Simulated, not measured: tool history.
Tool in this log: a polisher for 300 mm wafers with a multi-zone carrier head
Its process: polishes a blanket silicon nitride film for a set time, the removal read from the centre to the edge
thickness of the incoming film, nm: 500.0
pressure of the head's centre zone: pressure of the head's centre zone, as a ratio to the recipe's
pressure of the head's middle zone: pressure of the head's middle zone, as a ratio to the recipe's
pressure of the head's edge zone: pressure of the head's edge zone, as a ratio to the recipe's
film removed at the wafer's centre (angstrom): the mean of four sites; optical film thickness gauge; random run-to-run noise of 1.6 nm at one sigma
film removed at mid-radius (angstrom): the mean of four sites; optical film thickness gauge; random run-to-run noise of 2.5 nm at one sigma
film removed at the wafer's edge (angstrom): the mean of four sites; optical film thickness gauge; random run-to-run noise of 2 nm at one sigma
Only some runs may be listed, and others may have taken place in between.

run	hour	flow of slurry (ml/min)	pressure of the head's centre zone	pressure of the head's middle zone	pressure of the head's edge zone	polishing time (s)	film removed at the wafer's centre (angstrom)	film removed at mid-radius (angstrom)	film removed at the wafer's edge (angstrom)
1	0	160	1	1	1	67	1609.3	1623.4	1625.3
2	1.2	170	1.01	0.98	1.06	73	1793	1747.6	1850.2
3	3.7	180	1.02	0.97	1.1	76	1914.5	1815.1	1949.5
4	8.1	180	1.02	0.96	1.12	80	2018.2	1936.4	2099.3
5	16.4	190	1.02	0.94	1.14	82	2068.5	1910.3	2147.5
6	21.6	190	1.02	1.02	1.14	82	2056.3	2032.9	2177

Run 7, settings as shown, results not yet in. Your forecast:
7	27.5	190	1.02	0.99	1.16	84	?	?	?

film removed at the wafer's centre (angstrom): 2116.4
film removed at mid-radius (angstrom): 2094.6
film removed at the wafer's edge (angstrom): 2229.6
